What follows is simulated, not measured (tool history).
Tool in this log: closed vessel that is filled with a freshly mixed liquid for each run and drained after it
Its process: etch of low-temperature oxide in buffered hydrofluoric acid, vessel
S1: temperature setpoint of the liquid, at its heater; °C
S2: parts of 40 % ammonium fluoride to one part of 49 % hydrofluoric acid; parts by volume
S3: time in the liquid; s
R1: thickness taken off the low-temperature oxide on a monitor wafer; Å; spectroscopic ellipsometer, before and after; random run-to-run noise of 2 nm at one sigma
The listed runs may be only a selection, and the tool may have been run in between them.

run,hour,S1,S2,S3,R1
1,0,24,20,95,3260.2
2,2.6,24,20,95,3255.6
3,6.5,26,19.5,95,3719.6
4,11,29.5,19.5,95,4478.7
5,16.1,29.5,15,95,5816.2
6,22.5,29.5,15,100,6111.8
7,29,29,15,100,5930.5
8,37.1,29,15,100,5927.7

Run 9 is up next; what results do you expect?
9,38.2,28.5,15,100,?

{"run 9": {"R1": 5779.7}}
